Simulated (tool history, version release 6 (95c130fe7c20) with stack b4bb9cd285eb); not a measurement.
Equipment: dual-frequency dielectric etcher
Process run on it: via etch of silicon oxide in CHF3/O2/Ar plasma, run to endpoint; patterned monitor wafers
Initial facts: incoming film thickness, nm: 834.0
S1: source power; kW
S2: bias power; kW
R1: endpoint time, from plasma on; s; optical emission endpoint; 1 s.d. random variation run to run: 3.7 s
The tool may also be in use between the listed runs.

run    day     S1     S2      R1
  1  0.000  0.720  0.197  369.44
  2  0.104  0.650  0.184  409.38
  3  0.221  0.780  0.184  374.67
  4  0.504  0.780  0.212  345.42
  5  0.858  0.730  0.212  357.57
  6  1.225  0.650  0.203  384.73
  7  1.308  0.600  0.197  399.50
  8  1.658  0.560  0.191  426.37
  9  1.692  0.540  0.190  438.11

Run 10 has not been measured yet. What should we expect?
 10  1.846  0.530  0.189   ?

Logged for run 10: R1 442.33 s.
